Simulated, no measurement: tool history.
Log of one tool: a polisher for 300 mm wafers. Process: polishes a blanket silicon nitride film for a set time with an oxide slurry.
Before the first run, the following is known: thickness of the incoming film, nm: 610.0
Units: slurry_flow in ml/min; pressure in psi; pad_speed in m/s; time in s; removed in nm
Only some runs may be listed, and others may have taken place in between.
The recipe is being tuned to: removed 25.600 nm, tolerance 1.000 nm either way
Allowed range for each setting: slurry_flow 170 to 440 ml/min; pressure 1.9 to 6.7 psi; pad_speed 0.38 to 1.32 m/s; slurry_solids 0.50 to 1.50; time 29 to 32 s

run 1 hour=0.0 | slurry_flow=280 pressure=4.3 pad_speed=0.84 slurry_solids=1.00 time=32 | removed=17.746
run 2 hour=4.4 | slurry_flow=280 pressure=4.3 pad_speed=0.74 slurry_solids=1.00 time=32 | removed=16.220
run 3 hour=7.5 | slurry_flow=280 pressure=4.3 pad_speed=0.74 slurry_solids=1.05 time=32 | removed=16.685
run 4 hour=11.8 | slurry_flow=280 pressure=4.3 pad_speed=0.92 slurry_solids=1.05 time=32 | removed=19.820
run 5 hour=17.3 | slurry_flow=320 pressure=4.3 pad_speed=0.92 slurry_solids=1.05 time=32 | removed=19.889
run 6 hour=21.4 | slurry_flow=320 pressure=4.3 pad_speed=0.92 slurry_solids=0.95 time=32 | removed=19.532
run 7 hour=28.7 | slurry_flow=325 pressure=4.7 pad_speed=0.92 slurry_solids=0.95 time=32 | removed=20.816
run 8 hour=31.0 | slurry_flow=325 pressure=5.0 pad_speed=0.92 slurry_solids=0.95 time=32 | removed=22.393
run 9 hour=36.9 | slurry_flow=325 pressure=5.2 pad_speed=0.92 slurry_solids=0.95 time=32 | removed=22.757
run 10 hour=39.4 | slurry_flow=325 pressure=5.4 pad_speed=0.92 slurry_solids=0.95 time=32 | removed=23.715

Of the 4 settings listed for the next run, only one would bring every result within its allowed miss of target. Which one?
run A hour=41.9 | slurry_flow=305 pressure=5.7 pad_speed=0.84 slurry_solids=0.90 time=32 | removed=?
run B hour=41.9 | slurry_flow=330 pressure=5.4 pad_speed=0.96 slurry_solids=0.80 time=30 | removed=?
run C hour=41.9 | slurry_flow=335 pressure=4.8 pad_speed=1.04 slurry_solids=0.95 time=31 | removed=?
run D hour=41.9 | slurry_flow=365 pressure=5.4 pad_speed=1.06 slurry_solids=0.90 time=31 | removed=?

move=A removed=22.950
move=B removed=21.659
move=C removed=22.983
move=D removed=25.711
A: further off than the last run
B: further off than the last run
C: further off than the last run
D: each result inside its tolerance
Move D is the one to make.
